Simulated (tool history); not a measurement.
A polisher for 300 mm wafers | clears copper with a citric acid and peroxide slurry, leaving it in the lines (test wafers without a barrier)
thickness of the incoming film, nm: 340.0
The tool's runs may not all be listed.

run,day,flow of slurry (ml/min),pressure of the wafer on the pad (kPa),speed of the pad under the wafer (m/s),abrasive content of the slurry,overpolish time after the end point (s),time until the end point was called (s),dishing of a wide line in a test structure (nm)
1,0,265,26.2,0.86,1,18,143.29,26.163
2,0.029,265,26.2,0.86,1,10,143.39,16.585
3,0.371,265,22.8,0.86,1,10,170.12,14.66
4,0.692,265,21.4,0.86,1,13,170.73,17.707
5,1.012,265,21.4,0.86,1,6,174.8,8.6548
6,1.271,265,21.4,0.86,1.2,6,166.61,8.7859
7,1.592,260,20.7,0.84,1.1,9,180.97,12.385
8,1.808,245,20,0.82,1.1,10,195.33,13.143
9,1.979,225,20,0.8,1.05,11,195.43,13.451

Run 10 comes next. What will it give?
10,2.021,225,19.3,0.78,1.05,13,?,?

{"run 10": {"time until the end point was called (s)": 209.15, "dishing of a wide line in a test structure (nm)": 14.729}}

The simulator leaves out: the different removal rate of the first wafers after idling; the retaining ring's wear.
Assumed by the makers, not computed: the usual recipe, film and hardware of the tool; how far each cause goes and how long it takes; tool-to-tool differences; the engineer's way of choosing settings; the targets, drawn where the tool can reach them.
